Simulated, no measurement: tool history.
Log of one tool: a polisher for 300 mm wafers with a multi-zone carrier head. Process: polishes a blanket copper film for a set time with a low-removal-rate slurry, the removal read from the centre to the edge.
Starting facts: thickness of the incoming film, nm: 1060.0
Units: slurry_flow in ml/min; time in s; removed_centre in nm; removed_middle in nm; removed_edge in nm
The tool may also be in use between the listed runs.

run,day,slurry_flow,centre_zone,middle_zone,edge_zone,slurry_solids,time,removed_centre,removed_middle,removed_edge
1,0,260,1,1,1,1,34,76.905,79.533,78.762
2,0.192,260,1,1,0.92,1,34,77.598,78.659,76.312
3,0.229,260,1,1,0.89,1,34,76.694,78.518,75.895
4,0.267,260,1,1,0.89,1.15,34,79.826,81.838,76.874
5,0.558,275,1.03,1.03,0.97,1.2,34,83.492,84.347,81.379
6,0.888,290,1.05,1.08,0.99,1.25,34,85.854,90.27,82.359

Expected results for the next run?
7,1.238,300,1.07,1.1,1.02,1.3,34,?,?,?

{"run 7": {"removed_centre": 89.466, "removed_middle": 91.569, "removed_edge": 84.929}}
